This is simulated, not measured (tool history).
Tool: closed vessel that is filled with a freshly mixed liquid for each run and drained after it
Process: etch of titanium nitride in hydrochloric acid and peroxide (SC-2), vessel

| run | hour | temperature setpoint of the liquid (K) | parts of water to one part each of 37 % hydrochloric acid and 30 % peroxide (parts by volume) | time in the liquid (s) | thickness taken off the titanium nitride on a monitor wafer (nm) |
|---|---|---|---|---|---|
| 1 | 0.0 | 322.15 | 6 | 630 | 23.739 |
| 2 | 6.5 | 321.15 | 6 | 630 | 21.998 |
| 3 | 8.9 | 320.15 | 6 | 630 | 20.860 |
| 4 | 13.0 | 319.15 | 6 | 630 | 19.405 |
| 5 | 22.1 | 318.65 | 6 | 630 | 18.772 |
| 6 | 24.6 | 318.15 | 6 | 630 | 18.280 |
| 7 | 33.1 | 317.65 | 6 | 630 | 17.387 |
| 8 | 36.4 | 317.15 | 6 | 630 | 16.766 |
| 9 | 39.3 | 317.15 | 6 | 630 | 16.876 |
| 10 | 42.4 | 316.65 | 6 | 630 | 16.302 |
| 11 | 44.4 | 316.15 | 6 | 630 | 15.774 |

What will run 12 give?
| 12 | 46.9 | 315.65 | 6 | 630 | ? |

{"run 12": {"thickness taken off the titanium nitride on a monitor wafer (nm)": 15.294}}
